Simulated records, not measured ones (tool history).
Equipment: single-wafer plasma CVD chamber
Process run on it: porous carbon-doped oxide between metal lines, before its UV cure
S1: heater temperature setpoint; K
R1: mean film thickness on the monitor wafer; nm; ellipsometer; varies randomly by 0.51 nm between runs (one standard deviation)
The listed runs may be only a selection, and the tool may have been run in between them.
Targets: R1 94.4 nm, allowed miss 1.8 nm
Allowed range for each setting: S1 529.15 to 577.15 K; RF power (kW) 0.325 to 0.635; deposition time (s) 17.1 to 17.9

run 1 hour=0 | S1=553.15 RF_power_(kW)=0.48 deposition_time_(s)=17.9 | R1=114.19
run 2 hour=0.6 | S1=558.15 RF_power_(kW)=0.47 deposition_time_(s)=17.9 | R1=109.16
run 3 hour=2.4 | S1=565.15 RF_power_(kW)=0.47 deposition_time_(s)=17.9 | R1=104.66
run 4 hour=10.6 | S1=565.15 RF_power_(kW)=0.41 deposition_time_(s)=17.9 | R1=96.859
run 5 hour=15 | S1=566.15 RF_power_(kW)=0.41 deposition_time_(s)=17.9 | R1=96.857
run 6 hour=21 | S1=560.15 RF_power_(kW)=0.41 deposition_time_(s)=17.9 | R1=100.51
run 7 hour=25 | S1=562.15 RF_power_(kW)=0.41 deposition_time_(s)=17.9 | R1=99.567
run 8 hour=28.3 | S1=564.15 RF_power_(kW)=0.41 deposition_time_(s)=17.9 | R1=99.114
run 9 hour=31.6 | S1=564.15 RF_power_(kW)=0.41 deposition_time_(s)=17.9 | R1=97.295
run 10 hour=35.4 | S1=565.15 RF_power_(kW)=0.41 deposition_time_(s)=17.9 | R1=97.104
run 11 hour=41.1 | S1=566.15 RF_power_(kW)=0.41 deposition_time_(s)=17.9 | R1=96.332
run 12 hour=42.9 | S1=567.15 RF_power_(kW)=0.41 deposition_time_(s)=17.9 | R1=96.202

Which one of the following 4 next-run settings gets every result inside its allowed miss? There is exactly one.
run A hour=44.7 | S1=570.15 RF_power_(kW)=0.435 deposition_time_(s)=17.9 | R1=?
run B hour=44.7 | S1=568.15 RF_power_(kW)=0.43 deposition_time_(s)=17.9 | R1=?
run C hour=44.7 | S1=568.15 RF_power_(kW)=0.405 deposition_time_(s)=17.7 | R1=?
run D hour=44.7 | S1=566.15 RF_power_(kW)=0.425 deposition_time_(s)=17.9 | R1=?

move=A R1=97.972
move=B R1=98.394
move=C R1=94.012
move=D R1=98.819
A: moves away from the targets compared with the last run
B: moves away from the targets compared with the last run
C: every result lands within tolerance
D: moves away from the targets compared with the last run
Answer: C
